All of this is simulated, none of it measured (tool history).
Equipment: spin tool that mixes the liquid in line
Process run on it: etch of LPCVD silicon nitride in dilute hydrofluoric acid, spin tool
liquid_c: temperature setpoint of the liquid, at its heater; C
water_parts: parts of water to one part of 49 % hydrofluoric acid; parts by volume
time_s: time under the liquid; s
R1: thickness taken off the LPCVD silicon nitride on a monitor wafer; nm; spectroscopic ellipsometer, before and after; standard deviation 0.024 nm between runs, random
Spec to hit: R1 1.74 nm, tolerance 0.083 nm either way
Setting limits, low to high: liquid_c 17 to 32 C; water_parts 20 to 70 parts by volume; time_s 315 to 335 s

run 1 hour=0 | liquid_c=24 water_parts=40 time_s=315 | R1=2.6771
run 2 hour=3 | liquid_c=24 water_parts=35 time_s=315 | R1=3.0906
run 3 hour=11.2 | liquid_c=27.5 water_parts=35 time_s=315 | R1=3.8441
run 4 hour=12.4 | liquid_c=25.5 water_parts=35 time_s=315 | R1=3.3176
run 5 hour=21.2 | liquid_c=23 water_parts=35 time_s=315 | R1=2.8731
run 6 hour=29.2 | liquid_c=22 water_parts=35 time_s=315 | R1=2.7164
-- hour=37.9 thermometer replaced
run 7 hour=37.9 | liquid_c=21 water_parts=35 time_s=315 | R1=2.84
run 8 hour=38.9 | liquid_c=20.5 water_parts=40 time_s=315 | R1=2.4049

Which single option among these 4 for the next run brings every result within its allowed miss of target? Just one does.
run A hour=39.9 | liquid_c=17 water_parts=45 time_s=325 | R1=?
run B hour=39.9 | liquid_c=19 water_parts=55 time_s=325 | R1=?
run C hour=39.9 | liquid_c=22 water_parts=55 time_s=335 | R1=?
run D hour=39.9 | liquid_c=18.5 water_parts=55 time_s=315 | R1=?

move=A R1=1.708
move=B R1=1.619
move=C R1=2.0531
move=D R1=1.5152
A: all results in spec
B: takes the result that was furthest off past its target
C: closer than the last run, but not yet in spec
D: takes the result that was furthest off past its target
Answer: A
